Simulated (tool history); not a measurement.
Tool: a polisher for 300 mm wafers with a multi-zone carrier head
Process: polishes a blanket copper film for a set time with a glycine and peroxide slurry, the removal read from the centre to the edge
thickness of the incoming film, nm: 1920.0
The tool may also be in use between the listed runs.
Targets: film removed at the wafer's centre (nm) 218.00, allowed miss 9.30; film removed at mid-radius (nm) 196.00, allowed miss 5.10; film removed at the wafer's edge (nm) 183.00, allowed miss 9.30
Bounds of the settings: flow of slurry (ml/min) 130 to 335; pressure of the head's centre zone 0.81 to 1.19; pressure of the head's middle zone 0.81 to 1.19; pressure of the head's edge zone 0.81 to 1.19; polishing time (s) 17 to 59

run	day	flow of slurry (ml/min)	pressure of the head's centre zone	pressure of the head's middle zone	pressure of the head's edge zone	polishing time (s)	film removed at the wafer's centre (nm)	film removed at mid-radius (nm)	film removed at the wafer's edge (nm)
1	0.000	215	1.00	1.00	1.00	38	150.98	149.52	156.67
2	0.183	225	1.03	1.02	1.00	39	161.27	157.07	156.09
3	0.229	225	1.04	1.03	1.01	40	166.63	159.00	165.29
4	0.312	225	1.10	1.03	1.01	40	175.41	161.14	162.80
5	0.571	190	1.10	1.03	1.01	40	172.78	159.44	160.94
6	0.938	195	1.11	1.04	1.01	41	178.44	163.71	165.75
7	0.988	200	1.12	1.05	1.01	42	188.82	169.66	174.37
8	1.017	205	1.13	1.07	1.00	42	189.87	175.37	167.63
9	1.167	210	1.14	1.08	1.01	42	190.62	174.68	173.86
10	1.296	210	1.14	1.08	1.01	42	192.10	172.13	171.23
11	1.475	210	1.14	1.09	1.01	42	187.64	176.36	168.83
12	1.558	210	1.14	1.09	1.01	42	189.67	176.82	167.74
13	1.708	215	1.15	1.09	1.01	42	189.33	176.22	167.06
14	1.904	215	1.15	1.09	1.01	43	201.94	181.54	177.24
15	2.233	220	1.15	1.10	1.01	43	197.95	183.78	177.04
16	2.454	225	1.16	1.10	1.01	43	203.23	183.44	173.98

4 next moves are on the table. One of them brings every result within its allowed miss. Which?
A	2.675	135	0.96	1.05	0.91	55	?	?	?
B	2.675	265	1.13	1.11	0.83	43	?	?	?
C	2.675	260	1.15	1.16	0.92	41	?	?	?
D	2.675	255	1.16	1.10	0.96	45	?	?	?

move	film removed at the wafer's centre (nm)	film removed at mid-radius (nm)	film removed at the wafer's edge (nm)
A	190.47	207.26	207.99
B	198.92	189.81	170.01
C	192.65	187.52	168.44
D	212.68	196.16	187.96
A: takes the result that was furthest off past its target
B: nearer than the last run, and not there yet
C: further off than the last run
D: meets every target
The right move is D.
